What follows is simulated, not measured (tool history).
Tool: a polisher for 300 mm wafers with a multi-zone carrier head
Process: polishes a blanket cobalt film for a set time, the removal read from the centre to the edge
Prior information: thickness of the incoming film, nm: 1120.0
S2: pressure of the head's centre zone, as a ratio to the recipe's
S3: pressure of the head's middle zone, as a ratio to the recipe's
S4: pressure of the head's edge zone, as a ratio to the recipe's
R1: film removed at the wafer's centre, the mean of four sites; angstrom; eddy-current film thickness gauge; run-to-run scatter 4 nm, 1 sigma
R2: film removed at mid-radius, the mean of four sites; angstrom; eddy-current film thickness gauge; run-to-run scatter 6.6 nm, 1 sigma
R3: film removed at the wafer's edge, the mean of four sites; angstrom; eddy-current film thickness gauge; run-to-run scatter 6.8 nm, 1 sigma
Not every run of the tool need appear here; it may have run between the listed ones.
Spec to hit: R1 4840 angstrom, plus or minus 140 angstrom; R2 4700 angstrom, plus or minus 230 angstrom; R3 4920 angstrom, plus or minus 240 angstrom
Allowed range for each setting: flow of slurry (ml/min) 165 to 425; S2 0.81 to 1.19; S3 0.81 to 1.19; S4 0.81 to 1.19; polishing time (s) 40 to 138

run 1 hour=0 | flow_of_slurry_(ml/min)=275 S2=1 S3=1 S4=1 polishing_time_(s)=88 | R1=3573.5 R2=3706.3 R3=3755.5
run 2 hour=6.7 | flow_of_slurry_(ml/min)=235 S2=1 S3=1 S4=1 polishing_time_(s)=88 | R1=3611.5 R2=3733.2 R3=3730.6
run 3 hour=10.9 | flow_of_slurry_(ml/min)=235 S2=1 S3=1 S4=1 polishing_time_(s)=103 | R1=4182.5 R2=4370.6 R3=4445.2
run 4 hour=11.9 | flow_of_slurry_(ml/min)=235 S2=1 S3=1 S4=1 polishing_time_(s)=92 | R1=3710.9 R2=3835.5 R3=3815.9
run 5 hour=17.7 | flow_of_slurry_(ml/min)=260 S2=1.04 S3=1.02 S4=1.04 polishing_time_(s)=95 | R1=4016.6 R2=4069.1 R3=4162.6
run 6 hour=22.4 | flow_of_slurry_(ml/min)=260 S2=1.04 S3=1.02 S4=1.04 polishing_time_(s)=74 | R1=3158.1 R2=3196.3 R3=3226.5
run 7 hour=30.3 | flow_of_slurry_(ml/min)=265 S2=1.07 S3=1.04 S4=1.07 polishing_time_(s)=83 | R1=3604.7 R2=3661.5 R3=3653.7
run 8 hour=33.7 | flow_of_slurry_(ml/min)=270 S2=1.09 S3=1.04 S4=1.1 polishing_time_(s)=89 | R1=4043.7 R2=3882 R3=3964
run 9 hour=40.8 | flow_of_slurry_(ml/min)=280 S2=1.09 S3=1.05 S4=1.12 polishing_time_(s)=93 | R1=4191.7 R2=4064.7 R3=4141.2
run 10 hour=41.8 | flow_of_slurry_(ml/min)=280 S2=1.08 S3=1.05 S4=1.13 polishing_time_(s)=97 | R1=4341.6 R2=4222.2 R3=4398.9
run 11 hour=50.7 | flow_of_slurry_(ml/min)=280 S2=1.08 S3=1.06 S4=1.14 polishing_time_(s)=99 | R1=4374.5 R2=4361.8 R3=4591.4
-- hour=53.8 worn pad replaced by a new one
run 12 hour=53.8 | flow_of_slurry_(ml/min)=315 S2=1.16 S3=1.1 S4=1.18 polishing_time_(s)=102 | R1=5259.2 R2=5003.7 R3=5023.3
run 13 hour=61.6 | flow_of_slurry_(ml/min)=295 S2=1.15 S3=1.09 S4=1.18 polishing_time_(s)=103 | R1=5293.1 R2=5007.1 R3=5035.5
run 14 hour=69.4 | flow_of_slurry_(ml/min)=295 S2=1.14 S3=1.08 S4=1.18 polishing_time_(s)=103 | R1=5240.7 R2=5066 R3=5010
run 15 hour=77 | flow_of_slurry_(ml/min)=300 S2=1.13 S3=1.07 S4=1.18 polishing_time_(s)=103 | R1=5254.8 R2=5013.8 R3=4945.2
run 16 hour=80.6 | flow_of_slurry_(ml/min)=275 S2=1.13 S3=1.07 S4=1.18 polishing_time_(s)=103 | R1=5149.1 R2=4891.7 R3=5013.2
run 17 hour=81.7 | flow_of_slurry_(ml/min)=275 S2=1.12 S3=1.07 S4=1.18 polishing_time_(s)=103 | R1=5153.4 R2=5070.4 R3=5032.4
run 18 hour=82.5 | flow_of_slurry_(ml/min)=290 S2=1.11 S3=1.07 S4=1.18 polishing_time_(s)=103 | R1=5085 R2=4947.3 R3=5032

Below are 5 possible settings for the next run. Only one of them brings all results inside the allowed miss of their targets. Which is it?
run A hour=83.3 | flow_of_slurry_(ml/min)=275 S2=1.16 S3=1.11 S4=1.15 polishing_time_(s)=94 | R1=? R2=? R3=?
run B hour=83.3 | flow_of_slurry_(ml/min)=260 S2=1.09 S3=1.03 S4=1.17 polishing_time_(s)=102 | R1=? R2=? R3=?
run C hour=83.3 | flow_of_slurry_(ml/min)=300 S2=1.08 S3=1.19 S4=1.05 polishing_time_(s)=98 | R1=? R2=? R3=?
run D hour=83.3 | flow_of_slurry_(ml/min)=330 S2=1.19 S3=1.11 S4=1.14 polishing_time_(s)=102 | R1=? R2=? R3=?
run E hour=83.3 | flow_of_slurry_(ml/min)=240 S2=1.09 S3=1.18 S4=1.13 polishing_time_(s)=102 | R1=? R2=? R3=?

move=A R1=4838.8 R2=4686.8 R3=4527.2
move=B R1=4909.4 R2=4756 R3=4936
move=C R1=4725.7 R2=5219.6 R3=4581.5
move=D R1=5455.3 R2=5143.2 R3=4939.2
move=E R1=4886.5 R2=5316.1 R3=4843.9
A: brings the result that was furthest off to its target, and leaves another outside
B: every result lands within tolerance
C: brings the result that was furthest off to its target, and leaves another outside
D: its largest miss is bigger than the last run's
E: brings the result that was furthest off to its target, and leaves another outside
The move that meets every target is B.
